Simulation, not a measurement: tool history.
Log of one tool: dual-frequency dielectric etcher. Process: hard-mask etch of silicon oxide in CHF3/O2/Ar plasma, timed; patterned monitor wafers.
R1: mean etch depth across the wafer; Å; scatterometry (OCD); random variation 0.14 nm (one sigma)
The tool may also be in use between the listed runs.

Run 1, hour 0.0: source power (W) 490, bias power (W) 145, etch time (s) 29.0. Result: R1 462.84 Å.
Run 2, hour 2.7: source power (W) 490, bias power (W) 132, etch time (s) 29.0. Result: R1 448.73 Å.
Run 3, hour 8.9: source power (W) 530, bias power (W) 132, etch time (s) 29.0. Result: R1 468.37 Å.
Run 4, hour 14.6: source power (W) 580, bias power (W) 132, etch time (s) 29.0. Result: R1 486.82 Å.
Run 5, hour 22.6: source power (W) 520, bias power (W) 128, etch time (s) 29.0. Result: R1 459.53 Å.
Run 6, hour 30.5: source power (W) 520, bias power (W) 137, etch time (s) 29.0. Result: R1 467.59 Å.
Run 7, hour 36.8: source power (W) 470, bias power (W) 134, etch time (s) 29.0. Result: R1 443.91 Å.

Forecast run 8:
Run 8, hour 45.0: source power (W) 440, bias power (W) 132, etch time (s) 29.0. Result: R1 ?.

R1: 431.62 Å
